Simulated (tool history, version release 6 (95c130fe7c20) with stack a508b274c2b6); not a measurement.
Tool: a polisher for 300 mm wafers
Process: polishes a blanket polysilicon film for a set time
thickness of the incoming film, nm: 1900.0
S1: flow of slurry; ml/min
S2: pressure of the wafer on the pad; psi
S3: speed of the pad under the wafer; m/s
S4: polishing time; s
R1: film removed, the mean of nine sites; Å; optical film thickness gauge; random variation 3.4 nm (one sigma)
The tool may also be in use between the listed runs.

run,day,S1,S2,S3,S4,R1
1,0,145,1.7,0.76,111,3573.9
2,0.371,130,1.7,0.76,111,3624.4
3,0.717,130,1.6,0.76,111,3374.5
4,0.775,130,1.5,0.76,111,3186.9
5,0.862,130,1.7,0.76,111,3597.8
6,1.225,130,1.6,0.76,111,3358.8
7,1.258,130,1.5,0.76,111,3265
8,1.521,130,1.4,0.76,111,3012.6
# day 1.854: head pressure recalibrated
9,1.854,130,1.3,0.76,111,3133.9

The next listed run, before its measurement:
10,2.208,130,1.2,0.76,111,?

{"run 10": {"R1": 2894.9}}

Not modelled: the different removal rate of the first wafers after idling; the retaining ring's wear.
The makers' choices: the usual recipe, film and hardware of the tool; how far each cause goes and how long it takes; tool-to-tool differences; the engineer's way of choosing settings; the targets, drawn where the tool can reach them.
